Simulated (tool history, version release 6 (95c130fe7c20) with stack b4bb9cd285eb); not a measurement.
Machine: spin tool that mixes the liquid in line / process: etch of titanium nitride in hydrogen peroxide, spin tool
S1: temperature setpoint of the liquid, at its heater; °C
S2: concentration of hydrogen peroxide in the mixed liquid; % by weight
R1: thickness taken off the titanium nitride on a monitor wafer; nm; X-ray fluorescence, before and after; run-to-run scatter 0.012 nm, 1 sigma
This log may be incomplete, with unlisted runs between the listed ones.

{"run": 1, "hour": 0.0, "S1": 56.0, "S2": 16.5, "time under the liquid (s)": 70, "R1": 3.0711}
{"run": 2, "hour": 5.3, "S1": 56.0, "S2": 16.5, "time under the liquid (s)": 50, "R1": 2.188}
{"run": 3, "hour": 10.1, "S1": 61.0, "S2": 16.5, "time under the liquid (s)": 50, "R1": 3.1112}
{"run": 4, "hour": 14.4, "S1": 57.5, "S2": 16.5, "time under the liquid (s)": 50, "R1": 2.4526}
{"run": 5, "hour": 21.3, "S1": 55.5, "S2": 16.5, "time under the liquid (s)": 50, "R1": 2.1386}
{"run": 6, "hour": 27.1, "S1": 54.5, "S2": 16.5, "time under the liquid (s)": 50, "R1": 2.0088}
{"run": 7, "hour": 34.8, "S1": 53.5, "S2": 16.5, "time under the liquid (s)": 50, "R1": 1.8258}
{"run": 8, "hour": 37.5, "S1": 53.0, "S2": 16.5, "time under the liquid (s)": 50, "R1": 1.7692}
{"run": 9, "hour": 40.5, "S1": 52.5, "S2": 16.5, "time under the liquid (s)": 50, "R1": 1.7099}
{"run": 10, "hour": 42.0, "S1": 52.5, "S2": 16.5, "time under the liquid (s)": 50, "R1": 1.7277}
{"hour": 49.6, "done": "heated supply line repaired"}
{"run": 11, "hour": 49.6, "S1": 52.0, "S2": 16.5, "time under the liquid (s)": 50, "R1": 2.0905}
{"run": 12, "hour": 55.0, "S1": 49.5, "S2": 16.5, "time under the liquid (s)": 50, "R1": 1.7426}

Run 13 is up next; what results do you expect?
{"run": 13, "hour": 56.8, "S1": 49.0, "S2": 16.5, "time under the liquid (s)": 50, "R1": "?"}

{"run 13": {"R1": 1.6838}}

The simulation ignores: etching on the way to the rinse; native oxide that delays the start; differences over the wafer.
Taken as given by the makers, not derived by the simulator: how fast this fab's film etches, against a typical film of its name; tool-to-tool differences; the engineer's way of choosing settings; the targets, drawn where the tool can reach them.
